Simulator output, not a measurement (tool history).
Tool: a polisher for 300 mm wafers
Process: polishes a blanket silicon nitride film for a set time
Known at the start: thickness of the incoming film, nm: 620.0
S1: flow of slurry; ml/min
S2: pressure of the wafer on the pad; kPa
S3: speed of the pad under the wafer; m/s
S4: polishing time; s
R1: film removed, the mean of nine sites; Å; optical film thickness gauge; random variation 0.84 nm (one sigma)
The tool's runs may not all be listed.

| run | hour | S1 | S2 | S3 | S4 | R1 |
|---|---|---|---|---|---|---|
| 1 | 0 | 155 | 19.3 | 1.2 | 78 | 1217.9 |
| 2 | 5.5 | 155 | 19.3 | 1.5 | 78 | 1435.5 |
| 3 | 7.8 | 155 | 19.3 | 1.5 | 78 | 1455.1 |
| 4 | 13 | 150 | 17.9 | 1.5 | 78 | 1371.6 |
| 5 | 14.7 | 150 | 16.5 | 1.5 | 78 | 1315.5 |
| 6 | 20.4 | 150 | 16.5 | 1.5 | 82 | 1388.9 |

Forecast run 7:
| 7 | 27.1 | 150 | 14.5 | 1.5 | 82 | ? |

Run 7 gave R1 1268.2 Å.
